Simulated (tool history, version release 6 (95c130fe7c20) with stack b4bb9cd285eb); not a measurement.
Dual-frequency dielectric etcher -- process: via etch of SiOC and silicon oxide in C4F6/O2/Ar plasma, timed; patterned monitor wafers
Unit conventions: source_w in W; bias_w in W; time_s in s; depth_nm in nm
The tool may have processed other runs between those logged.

run  hour  source_w  bias_w  time_s  depth_nm
  1   0.0       490     208      91   118.480
  2   6.7       490     178      91   108.730
  3  11.6       440     178      91   102.850
  4  15.2       470     178      91   106.480
  5  22.1       470     178      91   106.550
  6  26.6       400     178      91    98.105
  7  30.7       450     180      91   104.790

Run 8 has not been measured yet. What should we expect?
  8  34.4       450     180      91         ?

{"run 8": {"depth_nm": 104.95}}

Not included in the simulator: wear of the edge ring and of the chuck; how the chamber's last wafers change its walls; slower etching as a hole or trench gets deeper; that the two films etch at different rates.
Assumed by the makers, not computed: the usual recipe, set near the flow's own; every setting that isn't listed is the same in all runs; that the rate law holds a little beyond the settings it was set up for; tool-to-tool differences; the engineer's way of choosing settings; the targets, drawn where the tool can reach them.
